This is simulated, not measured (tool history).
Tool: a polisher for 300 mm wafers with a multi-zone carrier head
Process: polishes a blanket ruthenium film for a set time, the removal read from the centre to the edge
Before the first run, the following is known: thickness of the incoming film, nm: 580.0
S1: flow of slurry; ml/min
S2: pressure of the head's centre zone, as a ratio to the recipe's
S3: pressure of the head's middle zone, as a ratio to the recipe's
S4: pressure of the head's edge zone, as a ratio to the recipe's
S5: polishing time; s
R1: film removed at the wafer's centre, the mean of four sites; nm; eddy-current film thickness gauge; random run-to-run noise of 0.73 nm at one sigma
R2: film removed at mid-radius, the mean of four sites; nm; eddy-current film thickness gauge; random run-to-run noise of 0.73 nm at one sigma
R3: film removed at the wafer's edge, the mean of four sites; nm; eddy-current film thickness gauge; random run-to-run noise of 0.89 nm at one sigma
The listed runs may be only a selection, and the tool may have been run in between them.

run  hour   S1    S2    S3    S4  S5      R1      R2      R3
  1     0  180     1     1     1  68  91.194  88.446  89.064
  2   8.9  170  0.98  0.99  1.03  69  90.323  89.802  90.702
  3  11.3  165  0.95  0.96  1.06  70   90.08  88.074  93.358
  4  18.7  155  0.92  0.95  1.08  70  83.315  85.953  94.968
  5  26.7  155  0.92  0.95  1.03  70  84.165  86.968  92.446
  6  30.4  150  0.91  0.94  1.05  70  82.781  86.488  92.805

Run 7 has not been measured yet. What should we expect?
  7  36.1  150  0.9  0.94  1.07  70   ?   ?   ?

R1: 83.383 nm
R2: 84.987 nm
R3: 94.806 nm

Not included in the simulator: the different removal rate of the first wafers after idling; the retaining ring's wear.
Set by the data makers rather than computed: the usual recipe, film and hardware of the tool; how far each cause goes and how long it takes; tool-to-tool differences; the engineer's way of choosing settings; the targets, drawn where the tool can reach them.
